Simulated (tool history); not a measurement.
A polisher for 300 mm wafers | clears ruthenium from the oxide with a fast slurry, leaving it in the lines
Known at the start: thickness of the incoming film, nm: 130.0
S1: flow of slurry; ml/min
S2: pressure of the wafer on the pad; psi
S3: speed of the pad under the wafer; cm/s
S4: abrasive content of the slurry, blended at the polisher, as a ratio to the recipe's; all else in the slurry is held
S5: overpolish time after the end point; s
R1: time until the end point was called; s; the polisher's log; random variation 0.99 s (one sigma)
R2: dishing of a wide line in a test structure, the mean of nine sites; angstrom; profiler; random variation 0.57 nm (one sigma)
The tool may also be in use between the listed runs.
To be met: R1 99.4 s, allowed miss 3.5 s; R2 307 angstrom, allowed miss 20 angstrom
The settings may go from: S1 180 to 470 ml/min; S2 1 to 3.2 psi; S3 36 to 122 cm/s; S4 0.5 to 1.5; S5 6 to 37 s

| run | hour | S1 | S2 | S3 | S4 | S5 | R1 | R2 |
|---|---|---|---|---|---|---|---|---|
| 1 | 0 | 300 | 2.1 | 78 | 1 | 19 | 52.077 | 375.35 |
| 2 | 1.2 | 300 | 1.7 | 78 | 1 | 19 | 61.191 | 339.21 |
| 3 | 5.1 | 300 | 1.5 | 74 | 1 | 21 | 67.972 | 337.14 |
| 4 | 13.5 | 300 | 1.4 | 70 | 1 | 22 | 75.778 | 308.23 |
| 5 | 22.1 | 300 | 1.3 | 68 | 1 | 24 | 80.444 | 329.3 |
| 6 | 26 | 355 | 1.3 | 68 | 1 | 24 | 79.632 | 332.98 |
| 7 | 30.2 | 355 | 1.2 | 66 | 1 | 25 | 85.653 | 313.49 |
| 8 | 36.6 | 355 | 1.1 | 64 | 1 | 26 | 93.721 | 302.66 |

5 next moves are on the table. One of them brings every result within its allowed miss. Which?
| A | 43 | 380 | 1 | 72 | 1.05 | 25 | ? | ? |
| B | 43 | 370 | 1.1 | 66 | 0.95 | 27 | ? | ? |
| C | 43 | 355 | 1.3 | 62 | 0.95 | 26 | ? | ? |
| D | 43 | 375 | 1 | 52 | 1.3 | 30 | ? | ? |
| E | 43 | 320 | 1.1 | 62 | 0.95 | 28 | ? | ? |

| move | R1 | R2 |
|---|---|---|
| A | 85.28 | 313.14 |
| B | 92.141 | 313.02 |
| C | 89.418 | 310.83 |
| D | 107.46 | 299.55 |
| E | 98.925 | 303.32 |
A: further off than the last run
B: further off than the last run
C: further off than the last run
D: takes the result that was furthest off past its target
E: meets every target
Answer: E
